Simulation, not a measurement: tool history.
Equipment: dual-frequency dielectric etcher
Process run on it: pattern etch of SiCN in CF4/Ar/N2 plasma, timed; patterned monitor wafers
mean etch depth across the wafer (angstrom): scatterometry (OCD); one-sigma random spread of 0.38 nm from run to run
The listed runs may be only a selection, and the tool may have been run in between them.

| run | day | source power (kW) | bias power (kW) | Ar flow (sccm) | CF4 flow (sccm) | etch time (s) | mean etch depth across the wafer (angstrom) |
|---|---|---|---|---|---|---|---|
| 1 | 0 | 0.43 | 0.059 | 107 | 56 | 95.5 | 738.6 |
| 2 | 0.317 | 0.43 | 0.059 | 97 | 56 | 95.5 | 742.13 |
| 3 | 0.538 | 0.43 | 0.059 | 97 | 56 | 95.5 | 747.88 |
| 4 | 0.908 | 0.46 | 0.059 | 97 | 56 | 95.5 | 772.09 |
| 5 | 1.167 | 0.51 | 0.059 | 97 | 56 | 95.5 | 833.92 |
| 6 | 1.462 | 0.51 | 0.059 | 97 | 61 | 95.5 | 844.46 |
| 7 | 1.754 | 0.46 | 0.056 | 98 | 60 | 95.5 | 771.85 |
| 8 | 1.838 | 0.37 | 0.049 | 103 | 59 | 95 | 632.99 |

Forecast run 9:
| 9 | 2.112 | 0.35 | 0.049 | 103 | 59 | 95 | ? |

mean etch depth across the wafer (angstrom): 600.81
